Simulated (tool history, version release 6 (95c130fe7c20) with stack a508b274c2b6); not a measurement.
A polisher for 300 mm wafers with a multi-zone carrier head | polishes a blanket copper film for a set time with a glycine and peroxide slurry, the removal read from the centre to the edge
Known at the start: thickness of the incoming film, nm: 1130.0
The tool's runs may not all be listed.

run	day	flow of slurry (ml/min)	pressure of the head's centre zone	pressure of the head's middle zone	pressure of the head's edge zone	polishing time (s)	film removed at the wafer's centre (angstrom)	film removed at mid-radius (angstrom)	film removed at the wafer's edge (angstrom)
1	0	175	1	1	1	57	2115.8	2177.3	2140.7
2	0.217	175	1	1	1.08	57	2113.4	2186.8	2152.7
3	0.325	175	1	1.04	1.08	57	2108.6	2244.2	2164.9
4	0.596	175	1	1.01	1.08	57	2119.6	2185.4	2189
5	0.938	170	0.97	1.02	1.04	52	1852.6	1995.9	1950.6
6	1.15	170	0.89	1.02	1.04	52	1709.2	1992.6	1953.2
7	1.3	120	0.81	0.99	0.94	37	1033.4	1326.1	1268.5
8	1.6	140	0.82	0.99	0.93	37	1067.8	1368.1	1286.7

Forecast run 9:
9	1.938	155	0.83	0.99	0.93	37	?	?	?

film removed at the wafer's centre (angstrom): 1122.6
film removed at mid-radius (angstrom): 1384.9
film removed at the wafer's edge (angstrom): 1310.6
